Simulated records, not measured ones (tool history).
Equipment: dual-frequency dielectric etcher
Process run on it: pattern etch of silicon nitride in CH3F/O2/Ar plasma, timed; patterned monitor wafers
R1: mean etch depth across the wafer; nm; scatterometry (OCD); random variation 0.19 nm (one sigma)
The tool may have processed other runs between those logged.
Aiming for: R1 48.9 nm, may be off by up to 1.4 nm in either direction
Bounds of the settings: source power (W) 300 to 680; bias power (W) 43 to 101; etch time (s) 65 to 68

run 1 hour=0 | source_power_(W)=490 bias_power_(W)=72 etch_time_(s)=65 | R1=54.263
run 2 hour=5.7 | source_power_(W)=470 bias_power_(W)=71 etch_time_(s)=65 | R1=53.16
run 3 hour=7.1 | source_power_(W)=530 bias_power_(W)=71 etch_time_(s)=65 | R1=55.885
run 4 hour=12 | source_power_(W)=580 bias_power_(W)=71 etch_time_(s)=65 | R1=57.659
run 5 hour=16 | source_power_(W)=580 bias_power_(W)=81 etch_time_(s)=65 | R1=59.767
run 6 hour=16.8 | source_power_(W)=530 bias_power_(W)=77 etch_time_(s)=65 | R1=57.579
run 7 hour=23.9 | source_power_(W)=490 bias_power_(W)=74 etch_time_(s)=65 | R1=54.698
run 8 hour=25.9 | source_power_(W)=460 bias_power_(W)=72 etch_time_(s)=65 | R1=53.144
run 9 hour=32.9 | source_power_(W)=440 bias_power_(W)=71 etch_time_(s)=65 | R1=52.281
run 10 hour=39.1 | source_power_(W)=440 bias_power_(W)=71 etch_time_(s)=65 | R1=52.369

Consider the 4 candidate settings below. Which is the only one whose results all fall within their allowed miss of target?
run A hour=45.3 | source_power_(W)=480 bias_power_(W)=74 etch_time_(s)=65 | R1=?
run B hour=45.3 | source_power_(W)=450 bias_power_(W)=65 etch_time_(s)=66 | R1=?
run C hour=45.3 | source_power_(W)=430 bias_power_(W)=68 etch_time_(s)=67 | R1=?
run D hour=45.3 | source_power_(W)=360 bias_power_(W)=76 etch_time_(s)=65 | R1=?

move=A R1=54.249
move=B R1=51.977
move=C R1=52.5
move=D R1=49.194
A: its largest miss is bigger than the last run's
B: nearer than the last run, and not there yet
C: just as far off the targets as the last run
D: each result inside its tolerance
Correct choice: D, which meets every target

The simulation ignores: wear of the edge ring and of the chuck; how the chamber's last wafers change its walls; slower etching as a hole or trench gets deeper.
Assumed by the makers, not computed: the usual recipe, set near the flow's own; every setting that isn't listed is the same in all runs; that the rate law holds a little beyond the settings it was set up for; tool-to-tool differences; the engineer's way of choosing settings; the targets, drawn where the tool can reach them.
